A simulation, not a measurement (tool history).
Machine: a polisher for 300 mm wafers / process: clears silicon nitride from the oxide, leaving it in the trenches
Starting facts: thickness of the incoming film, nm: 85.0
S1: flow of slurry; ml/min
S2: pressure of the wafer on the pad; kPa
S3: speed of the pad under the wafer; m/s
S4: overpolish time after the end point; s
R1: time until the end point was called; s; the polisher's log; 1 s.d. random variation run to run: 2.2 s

run 1 hour=0 | S1=255 S2=19.3 S3=1.22 S4=43 | R1=74.746
run 2 hour=3.2 | S1=255 S2=22.8 S3=1.22 S4=43 | R1=65.934
run 3 hour=8.4 | S1=255 S2=20 S3=1.16 S4=43 | R1=75.898
run 4 hour=16.1 | S1=255 S2=17.9 S3=1.12 S4=43 | R1=90.174
run 5 hour=22.1 | S1=310 S2=17.9 S3=1.12 S4=43 | R1=84.056
run 6 hour=23.6 | S1=305 S2=15.9 S3=1.1 S4=43 | R1=96.557
run 7 hour=31.3 | S1=305 S2=14.5 S3=1.1 S4=43 | R1=107.48

Run 8 comes next. What will it give?
-- hour=39.3 head pressure recalibrated
run 8 hour=39.3 | S1=300 S2=13.8 S3=1.1 S4=43 | R1=?

R1: 96.234 s
